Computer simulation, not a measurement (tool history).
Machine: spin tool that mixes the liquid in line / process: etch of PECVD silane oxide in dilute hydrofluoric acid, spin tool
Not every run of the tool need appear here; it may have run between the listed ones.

run,day,temperature setpoint of the liquid (°C),parts of water to one part of 49 % hydrofluoric acid (parts by volume),time under the liquid (s),thickness taken off the PECVD silane oxide on a monitor wafer (nm)
1,0,23,70,70,43.893
2,0.338,21.5,70,70,42.689
3,0.662,20.5,75,70,37.637
4,0.825,19.5,80,70,34.122
5,0.846,19.5,95,70,27.63
6,1.083,17.5,95,70,25.732
7,1.325,19,95,70,27.169
8,1.496,20,95,70,28.341
9,1.817,20.5,95,70,28.641

Run 10, settings as shown, results not yet in. Your forecast:
# day 2.029: thermometer replaced
10,2.029,21,95,70,?

{"run 10": {"thickness taken off the PECVD silane oxide on a monitor wafer (nm)": 31.993}}

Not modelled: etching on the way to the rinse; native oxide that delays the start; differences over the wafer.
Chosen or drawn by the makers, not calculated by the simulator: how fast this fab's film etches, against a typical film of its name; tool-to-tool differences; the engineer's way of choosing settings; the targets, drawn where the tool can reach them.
